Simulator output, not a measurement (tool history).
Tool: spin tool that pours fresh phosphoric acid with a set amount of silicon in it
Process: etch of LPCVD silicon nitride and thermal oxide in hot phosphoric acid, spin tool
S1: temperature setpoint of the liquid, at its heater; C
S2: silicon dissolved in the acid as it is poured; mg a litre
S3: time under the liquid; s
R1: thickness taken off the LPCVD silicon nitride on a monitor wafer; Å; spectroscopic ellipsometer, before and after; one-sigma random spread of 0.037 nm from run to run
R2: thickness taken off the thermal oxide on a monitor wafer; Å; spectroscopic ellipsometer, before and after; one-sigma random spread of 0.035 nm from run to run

| run | hour | S1 | S2 | S3 | R1 | R2 |
|---|---|---|---|---|---|---|
| 1 | 0 | 160 | 21.5 | 155 | 148 | 2.476 |
| 2 | 6.1 | 161.5 | 21.5 | 155 | 156.53 | 3.1634 |
| 3 | 10.4 | 161.5 | 11.5 | 155 | 155.73 | 4.2088 |
| 4 | 14.3 | 161 | 9.5 | 150 | 148.01 | 4.162 |
| 5 | 17.1 | 160.5 | 8 | 145 | 140.1 | 3.5051 |
| 6 | 25.6 | 160.5 | 6.5 | 140 | 135.47 | 3.2822 |

Estimate the outcome of run 7 from the log above:
| 7 | 28.3 | 160.5 | 5.5 | 135 | ? | ? |

For run 7 the tool returned R1 131.7 Å, R2 3.0472 Å.
